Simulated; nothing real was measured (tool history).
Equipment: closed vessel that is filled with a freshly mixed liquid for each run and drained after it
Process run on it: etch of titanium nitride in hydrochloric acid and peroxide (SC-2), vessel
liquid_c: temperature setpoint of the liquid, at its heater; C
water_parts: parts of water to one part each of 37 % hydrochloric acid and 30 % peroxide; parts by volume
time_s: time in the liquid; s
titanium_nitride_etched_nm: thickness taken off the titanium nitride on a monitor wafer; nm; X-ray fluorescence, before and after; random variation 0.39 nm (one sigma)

run,hour,liquid_c,water_parts,time_s,titanium_nitride_etched_nm
1,0.0,49.0,5.5,2200,66.665
2,4.1,49.0,5.5,2360,71.263
3,8.2,49.0,5.5,2200,65.487
4,10.3,48.5,5.5,2200,63.881
5,14.7,45.0,5.5,2200,50.232
6,23.2,38.0,5.5,2200,30.638
7,25.1,39.0,5.5,2200,33.140
8,31.7,45.5,5.5,2200,52.500

Run 9, settings as shown, results not yet in. Your forecast:
9,33.2,45.0,5.5,2200,?

{"run 9": {"titanium_nitride_etched_nm": 50.801}}
